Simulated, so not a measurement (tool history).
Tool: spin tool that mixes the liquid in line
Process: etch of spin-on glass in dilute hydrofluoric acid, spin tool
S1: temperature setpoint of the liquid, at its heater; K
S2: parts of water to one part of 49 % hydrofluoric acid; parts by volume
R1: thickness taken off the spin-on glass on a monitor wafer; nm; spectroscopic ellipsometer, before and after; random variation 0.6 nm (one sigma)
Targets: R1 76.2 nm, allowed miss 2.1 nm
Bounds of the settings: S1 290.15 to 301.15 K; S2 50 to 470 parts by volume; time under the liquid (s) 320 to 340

run 1 day=0 | S1=293.15 S2=260 time_under_the_liquid_(s)=320 | R1=20.857
run 2 day=0.3 | S1=294.65 S2=260 time_under_the_liquid_(s)=320 | R1=22.133
run 3 day=0.646 | S1=295.65 S2=225 time_under_the_liquid_(s)=320 | R1=27.123
run 4 day=0.983 | S1=295.65 S2=155 time_under_the_liquid_(s)=320 | R1=42.865
run 5 day=1.246 | S1=295.65 S2=75 time_under_the_liquid_(s)=320 | R1=96.905
run 6 day=1.275 | S1=293.15 S2=75 time_under_the_liquid_(s)=320 | R1=86.937
run 7 day=1.312 | S1=292.65 S2=75 time_under_the_liquid_(s)=320 | R1=85.948
run 8 day=1.562 | S1=292.15 S2=75 time_under_the_liquid_(s)=320 | R1=82.772
run 9 day=1.933 | S1=291.65 S2=75 time_under_the_liquid_(s)=320 | R1=81.859

4 next moves are on the table. One of them brings every result within its allowed miss. Which?
run A day=2.304 | S1=292.65 S2=80 time_under_the_liquid_(s)=330 | R1=?
run B day=2.304 | S1=295.15 S2=90 time_under_the_liquid_(s)=340 | R1=?
run C day=2.304 | S1=294.15 S2=90 time_under_the_liquid_(s)=325 | R1=?
run D day=2.304 | S1=296.65 S2=95 time_under_the_liquid_(s)=340 | R1=?

move=A R1=80.789
move=B R1=81.069
move=C R1=74.394
move=D R1=81.095
A: nearer than the last run, and not there yet
B: nearer than the last run, and not there yet
C: meets every target
D: nearer than the last run, and not there yet
Move C is the one to make.

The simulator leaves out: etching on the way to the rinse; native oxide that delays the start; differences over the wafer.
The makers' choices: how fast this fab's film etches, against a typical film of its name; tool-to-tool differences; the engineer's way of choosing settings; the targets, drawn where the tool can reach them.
